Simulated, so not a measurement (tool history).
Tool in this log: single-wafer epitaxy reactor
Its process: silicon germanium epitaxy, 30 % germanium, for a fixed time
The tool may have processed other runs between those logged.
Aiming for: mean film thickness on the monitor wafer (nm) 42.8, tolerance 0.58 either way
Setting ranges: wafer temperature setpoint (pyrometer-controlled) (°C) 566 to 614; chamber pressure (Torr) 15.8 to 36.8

run,hour,wafer temperature setpoint (pyrometer-controlled) (°C),chamber pressure (Torr),mean film thickness on the monitor wafer (nm)
1,0,590,26.3,51.874
2,7,590,28,53.261
3,11.3,586,28,49.071
4,14.7,586,23.4,46.187
5,15.8,585,23.4,45.26
6,23.9,585,25.8,46.645
7,31.2,584,25.8,45.667
8,39.8,583,25.8,44.799
9,48.4,583,25.8,44.965
10,55.9,582,25.8,43.809

5 next moves are on the table. One of them brings every result within its allowed miss. Which?
A,63.4,581,23.1,?
B,63.4,585,24.4,?
C,63.4,583,26.1,?
D,63.4,581,25,?
E,63.4,584,25.1,?

move,mean film thickness on the monitor wafer (nm)
A,41.601
B,45.966
C,45.063
D,42.647
E,45.434
A: takes the result that was furthest off past its target
B: lands further from the targets than the last run did
C: lands further from the targets than the last run did
D: all results in spec
E: lands further from the targets than the last run did
Correct choice: D, which meets every target
